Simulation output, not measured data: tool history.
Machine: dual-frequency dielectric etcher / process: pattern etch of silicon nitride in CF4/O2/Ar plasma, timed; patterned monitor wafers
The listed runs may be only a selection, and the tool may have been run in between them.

run,day,source power (W),bias power (W),Ar flow (sccm),CF4 flow (sccm),etch time (s),mean etch depth across the wafer (angstrom)
1,0.000,630,40,104,73,392.0,7736.1
2,0.225,630,40,104,85,392.0,7956.6
3,0.538,670,40,104,85,392.0,8435.1
4,0.592,600,40,104,85,392.0,7600.2
5,0.792,600,40,104,79,392.0,7531.8
6,1.088,640,40,104,79,392.0,7995.4

Predict the results of run 7:
7,1.342,670,40,104,79,392.0,?

{"run 7": {"mean etch depth across the wafer (angstrom)": 8335.2}}
